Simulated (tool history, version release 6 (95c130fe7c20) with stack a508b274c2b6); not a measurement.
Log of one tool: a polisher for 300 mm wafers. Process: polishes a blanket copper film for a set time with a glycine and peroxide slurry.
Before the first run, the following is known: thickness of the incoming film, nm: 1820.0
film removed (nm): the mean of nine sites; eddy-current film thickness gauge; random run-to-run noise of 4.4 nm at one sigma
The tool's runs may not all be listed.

run	hour	flow of slurry (ml/min)	pressure of the wafer on the pad (psi)	speed of the pad under the wafer (cm/s)	polishing time (s)	film removed (nm)
1	0.0	175	2.8	96	43	184.25
2	1.0	175	3.0	98	43	208.12
3	4.4	175	3.0	84	43	181.77
4	10.7	175	3.0	84	45	193.02
5	14.0	175	3.6	84	45	218.14
6	15.8	175	3.6	60	45	171.82

Forecast run 7:
7	19.5	185	4.4	88	45	?

film removed (nm): 272.50
